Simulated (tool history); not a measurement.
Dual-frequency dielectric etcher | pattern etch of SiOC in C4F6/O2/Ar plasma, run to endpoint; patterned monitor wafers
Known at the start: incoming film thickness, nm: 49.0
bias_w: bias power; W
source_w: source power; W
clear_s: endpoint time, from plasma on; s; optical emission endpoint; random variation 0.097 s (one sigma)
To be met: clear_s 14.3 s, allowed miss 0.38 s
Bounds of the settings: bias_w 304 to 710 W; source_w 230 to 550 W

run,hour,bias_w,source_w,clear_s
1,0,507,390,16.36
2,7.3,538,400,15.86
3,13.2,489,400,16.414
4,18.6,521,410,16.044
5,23.1,521,450,15.877
6,30.2,551,460,15.611
7,31,582,470,15.049
8,35.7,596,470,15.078
9,39.6,596,470,14.955
10,46.6,609,470,14.969
11,52,624,480,14.661

5 next moves are on the table. One of them brings every result within its allowed miss. Which?
A,57.4,513,530,?
B,57.4,562,480,?
C,57.4,681,460,?
D,57.4,589,460,?
E,57.4,591,440,?

move,clear_s
A,15.323
B,15.186
C,14.359
D,15.081
E,15.196
A: further off than the last run
B: further off than the last run
C: meets every target
D: further off than the last run
E: further off than the last run
The right move is C.
